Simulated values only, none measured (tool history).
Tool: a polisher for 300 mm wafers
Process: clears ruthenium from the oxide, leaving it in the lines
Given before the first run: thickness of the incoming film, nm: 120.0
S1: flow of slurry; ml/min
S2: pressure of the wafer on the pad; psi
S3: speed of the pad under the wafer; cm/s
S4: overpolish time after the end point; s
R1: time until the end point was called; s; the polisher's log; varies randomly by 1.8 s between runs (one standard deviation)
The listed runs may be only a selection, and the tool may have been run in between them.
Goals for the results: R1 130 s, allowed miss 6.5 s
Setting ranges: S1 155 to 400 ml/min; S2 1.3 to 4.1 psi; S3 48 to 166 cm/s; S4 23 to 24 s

run,hour,S1,S2,S3,S4,R1
1,0,255,2.7,106,23,69.173
2,6.6,255,2.7,106,24,68.239
3,7.3,255,2.7,88,24,82.518
4,12,255,2.7,114,24,63.75
5,20,255,2.7,114,24,63.139
6,22.8,255,2.1,114,24,77.488
7,31.5,255,2,112,24,83.806
8,38.8,255,1.9,110,24,88.916
9,43.5,255,1.8,108,24,90.433
10,49.3,255,1.7,106,24,95.814
11,51.3,255,1.7,104,24,97.797
12,57.4,255,1.7,102,24,102.32
13,59.7,255,1.7,100,24,98.819
14,62.3,255,1.7,98,24,103.52
15,64.5,255,1.7,96,24,105.66
16,65.8,255,1.5,92,24,117.24

Consider the 4 candidate settings below. Which is the only one whose results all fall within their allowed miss of target?
A,67.1,310,1.5,94,23,?
B,67.1,280,1.3,92,23,?
C,67.1,265,1.6,92,23,?
D,67.1,260,1.4,100,24,?

move,R1
A,117.02
B,132.4
C,115.95
D,117.21
A: as far off as the last run
B: every result lands within tolerance
C: lands further from the targets than the last run did
D: as far off as the last run
The move that meets every target is B.
